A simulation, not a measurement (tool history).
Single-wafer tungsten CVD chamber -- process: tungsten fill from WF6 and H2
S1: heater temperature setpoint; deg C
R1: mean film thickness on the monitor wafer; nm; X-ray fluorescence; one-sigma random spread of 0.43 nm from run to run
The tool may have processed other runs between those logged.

{"run": 1, "hour": 0.0, "S1": 370, "chamber pressure (Torr)": 33.2, "deposition time (s)": 36.8, "R1": 60.863}
{"run": 2, "hour": 0.5, "S1": 374, "chamber pressure (Torr)": 33.4, "deposition time (s)": 36.8, "R1": 65.947}
{"run": 3, "hour": 6.4, "S1": 374, "chamber pressure (Torr)": 38.4, "deposition time (s)": 36.8, "R1": 71.665}
{"run": 4, "hour": 9.4, "S1": 368, "chamber pressure (Torr)": 38.4, "deposition time (s)": 36.8, "R1": 64.646}
{"run": 5, "hour": 16.4, "S1": 372, "chamber pressure (Torr)": 38.6, "deposition time (s)": 36.8, "R1": 69.233}
{"run": 6, "hour": 22.4, "S1": 375, "chamber pressure (Torr)": 38.7, "deposition time (s)": 36.8, "R1": 73.197}

Run 7 comes next. What will it give?
{"run": 7, "hour": 28.7, "S1": 377, "chamber pressure (Torr)": 38.8, "deposition time (s)": 36.8, "R1": "?"}

Logged for run 7: R1 76.131 nm.

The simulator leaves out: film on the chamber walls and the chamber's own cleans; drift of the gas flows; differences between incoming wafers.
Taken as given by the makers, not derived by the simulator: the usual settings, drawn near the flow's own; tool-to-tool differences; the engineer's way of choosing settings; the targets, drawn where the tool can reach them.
